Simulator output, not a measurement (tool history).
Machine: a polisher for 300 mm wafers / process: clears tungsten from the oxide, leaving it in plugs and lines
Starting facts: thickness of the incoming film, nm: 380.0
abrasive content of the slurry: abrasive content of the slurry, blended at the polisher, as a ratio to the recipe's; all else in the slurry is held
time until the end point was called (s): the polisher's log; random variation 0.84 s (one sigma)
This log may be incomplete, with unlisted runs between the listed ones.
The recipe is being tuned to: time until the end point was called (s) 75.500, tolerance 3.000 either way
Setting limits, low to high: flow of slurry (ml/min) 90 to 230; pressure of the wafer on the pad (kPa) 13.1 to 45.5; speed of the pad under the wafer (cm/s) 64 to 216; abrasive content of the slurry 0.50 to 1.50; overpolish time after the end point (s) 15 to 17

run  hour  flow of slurry (ml/min)  pressure of the wafer on the pad (kPa)  speed of the pad under the wafer (cm/s)  abrasive content of the slurry  overpolish time after the end point (s)  time until the end point was called (s)
  1   0.0                      150                                    29.0                                      140                            1.00                                       15                                   47.374
  2   4.2                      150                                    26.2                                      140                            1.00                                       15                                   51.396
  3   8.9                      150                                    26.2                                      140                            1.10                                       15                                   50.378
  4  11.0                      150                                    23.4                                      140                            1.10                                       15                                   55.394
  5  18.7                      150                                    23.4                                      126                            1.10                                       15                                   60.339
  6  25.8                      150                                    23.4                                      126                            1.10                                       15                                   61.420
  7  32.1                      150                                    23.4                                      126                            1.10                                       15                                   60.389
  8  39.9                      150                                    22.1                                      126                            1.10                                       15                                   64.791
  9  40.4                      150                                    21.4                                      126                            1.10                                       15                                   66.073

Which of these 5 next moves meets every target?
  A  40.9                      155                                    22.1                                      134                            1.20                                       15                                        ?
  B  40.9                      170                                    19.3                                      148                            1.25                                       17                                        ?
  C  40.9                      165                                    17.9                                      130                            1.05                                       15                                        ?
  D  40.9                      165                                    20.7                                      124                            1.05                                       17                                        ?
  E  40.9                      155                                    22.8                                      122                            1.20                                       15                                        ?

move  time until the end point was called (s)
   A                                   61.066
   B                                   62.527
   C                                   78.033
   D                                   70.605
   E                                   63.773
A: misses by more than the last run did
B: misses by more than the last run did
C: each result inside its tolerance
D: an improvement on the last run, though not all results are within tolerance
E: misses by more than the last run did
Correct choice: C, which meets every target
